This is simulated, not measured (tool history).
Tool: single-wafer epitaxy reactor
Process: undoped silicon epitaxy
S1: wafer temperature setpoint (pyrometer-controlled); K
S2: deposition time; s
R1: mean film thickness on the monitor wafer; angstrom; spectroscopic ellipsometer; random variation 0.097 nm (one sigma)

run 1 hour=0.0 | S1=923.15 S2=209 | R1=330.87
run 2 hour=5.1 | S1=931.15 S2=209 | R1=404.87
run 3 hour=7.4 | S1=926.15 S2=209 | R1=356.41
run 4 hour=13.5 | S1=919.15 S2=209 | R1=301.02
run 5 hour=14.7 | S1=919.15 S2=221 | R1=316.23
run 6 hour=15.7 | S1=919.15 S2=192 | R1=275.82

Forecast run 7:
run 7 hour=16.8 | S1=919.15 S2=192 | R1=?

Run 7 gave R1 274.83 angstrom.
